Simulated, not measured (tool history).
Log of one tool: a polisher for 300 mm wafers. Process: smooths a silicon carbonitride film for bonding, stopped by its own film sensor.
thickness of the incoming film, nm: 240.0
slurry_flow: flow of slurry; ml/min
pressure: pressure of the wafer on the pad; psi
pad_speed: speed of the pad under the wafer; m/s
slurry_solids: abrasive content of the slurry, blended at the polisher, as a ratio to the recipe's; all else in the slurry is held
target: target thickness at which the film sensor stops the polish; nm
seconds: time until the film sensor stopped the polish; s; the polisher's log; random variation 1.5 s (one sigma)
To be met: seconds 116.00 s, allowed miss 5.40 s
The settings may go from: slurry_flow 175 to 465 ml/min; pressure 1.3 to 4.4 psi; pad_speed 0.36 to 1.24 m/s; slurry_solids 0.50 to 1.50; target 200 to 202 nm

| run | hour | slurry_flow | pressure | pad_speed | slurry_solids | target | seconds |
|---|---|---|---|---|---|---|---|
| 1 | 0.0 | 295 | 2.8 | 0.80 | 1.00 | 202 | 145.43 |
| 2 | 3.4 | 295 | 2.8 | 0.80 | 1.00 | 200 | 158.81 |
| 3 | 9.9 | 295 | 3.0 | 0.80 | 1.00 | 200 | 146.49 |
| 4 | 18.1 | 295 | 3.2 | 0.80 | 1.00 | 200 | 136.88 |
| 5 | 19.8 | 295 | 3.2 | 0.80 | 1.00 | 202 | 129.92 |
| 6 | 27.7 | 250 | 3.2 | 0.80 | 1.00 | 202 | 133.16 |
| 7 | 34.8 | 260 | 3.3 | 0.80 | 1.00 | 202 | 128.64 |
| 8 | 38.6 | 265 | 3.4 | 0.80 | 1.00 | 202 | 124.16 |

4 next moves are on the table. One of them brings every result within its allowed miss. Which?
| A | 42.4 | 290 | 3.5 | 0.82 | 0.90 | 200 | ? |
| B | 42.4 | 410 | 3.3 | 0.66 | 1.45 | 202 | ? |
| C | 42.4 | 325 | 3.7 | 0.68 | 1.10 | 200 | ? |
| D | 42.4 | 270 | 3.8 | 0.60 | 1.00 | 202 | ? |

| move | seconds |
|---|---|
| A | 133.02 |
| B | 116.37 |
| C | 125.09 |
| D | 136.05 |
A: further off than the last run
B: meets every target
C: further off than the last run
D: further off than the last run
The right move is B.
